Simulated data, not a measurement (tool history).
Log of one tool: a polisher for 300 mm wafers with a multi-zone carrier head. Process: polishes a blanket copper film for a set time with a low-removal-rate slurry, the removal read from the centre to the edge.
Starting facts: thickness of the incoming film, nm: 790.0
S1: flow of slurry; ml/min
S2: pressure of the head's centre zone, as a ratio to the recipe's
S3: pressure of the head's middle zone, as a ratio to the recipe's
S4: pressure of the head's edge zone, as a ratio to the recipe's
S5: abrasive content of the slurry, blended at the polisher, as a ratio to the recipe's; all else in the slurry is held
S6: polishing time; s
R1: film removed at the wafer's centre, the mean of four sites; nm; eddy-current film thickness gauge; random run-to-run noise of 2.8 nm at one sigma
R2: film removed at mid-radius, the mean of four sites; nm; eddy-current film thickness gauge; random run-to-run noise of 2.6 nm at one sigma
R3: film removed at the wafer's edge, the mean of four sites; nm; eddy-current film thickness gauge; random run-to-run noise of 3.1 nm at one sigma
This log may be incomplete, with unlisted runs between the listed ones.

run 1 day=0.000 | S1=280 S2=1.00 S3=1.00 S4=1.00 S5=1.00 S6=89 | R1=173.48 R2=174.70 R3=178.22
run 2 day=0.358 | S1=280 S2=1.00 S3=1.00 S4=1.00 S5=1.00 S6=67 | R1=129.99 R2=132.50 R3=132.11
run 3 day=0.558 | S1=280 S2=0.93 S3=1.00 S4=1.00 S5=1.00 S6=67 | R1=119.83 R2=132.35 R3=132.90
run 4 day=0.729 | S1=290 S2=0.94 S3=1.04 S4=1.02 S5=1.10 S6=77 | R1=145.51 R2=158.68 R3=157.24
run 5 day=1.017 | S1=295 S2=0.92 S3=1.07 S4=1.03 S5=1.20 S6=85 | R1=159.01 R2=185.32 R3=179.81
run 6 day=1.225 | S1=295 S2=0.92 S3=1.04 S4=1.03 S5=1.20 S6=85 | R1=159.99 R2=181.61 R3=176.15
run 7 day=1.512 | S1=295 S2=0.93 S3=1.07 S4=1.06 S5=1.25 S6=91 | R1=177.35 R2=199.04 R3=189.39
run 8 day=1.729 | S1=305 S2=0.92 S3=1.07 S4=1.05 S5=1.30 S6=97 | R1=184.84 R2=215.45 R3=207.14
run 9 day=2.058 | S1=310 S2=0.92 S3=1.08 S4=1.06 S5=1.35 S6=102 | R1=195.05 R2=231.03 R3=221.62
run 10 day=2.138 | S1=310 S2=0.93 S3=1.09 S4=1.07 S5=1.40 S6=106 | R1=213.51 R2=248.57 R3=234.42

Run 11, settings as shown, results not yet in. Your forecast:
run 11 day=2.396 | S1=315 S2=0.93 S3=1.10 S4=1.08 S5=1.40 S6=108 | R1=? R2=? R3=?

R1: 215.77 nm
R2: 251.20 nm
R3: 242.93 nm

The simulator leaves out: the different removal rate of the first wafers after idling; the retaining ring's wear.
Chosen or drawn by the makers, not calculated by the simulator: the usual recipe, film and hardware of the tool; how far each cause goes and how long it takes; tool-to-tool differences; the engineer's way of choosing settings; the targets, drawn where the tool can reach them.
